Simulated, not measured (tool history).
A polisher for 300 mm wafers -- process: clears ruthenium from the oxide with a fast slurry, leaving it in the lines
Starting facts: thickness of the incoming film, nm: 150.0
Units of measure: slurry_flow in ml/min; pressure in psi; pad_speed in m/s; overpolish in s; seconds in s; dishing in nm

run  hour  slurry_flow  pressure  pad_speed  slurry_solids  overpolish  seconds  dishing
  1   0.0          170       3.5       1.02            1.0          18   30.133   54.318
  2   6.5          170       3.5       1.02            1.1          18   28.896   55.918
  3   8.9          170       3.5       1.18            1.1          18   25.407   60.387
  4  12.4          170       3.5       1.26            1.1          18   23.540   65.362
  5  17.3          205       3.5       1.26            1.1          18   23.584   66.355
  6  22.7          205       3.6       1.26            1.1          16   21.936   61.174
  7  25.0          205       3.7       1.26            1.1          15   21.877   60.108
     26.0  -- head pressure recalibrated
  8  26.0          205       3.8       1.26            1.1          14   19.698   63.162

Predict the results of run 9:
  9  34.9          205       3.8       1.26            1.1          13        ?        ?

Run 9 measured seconds 19.113 s, dishing 57.821 nm.
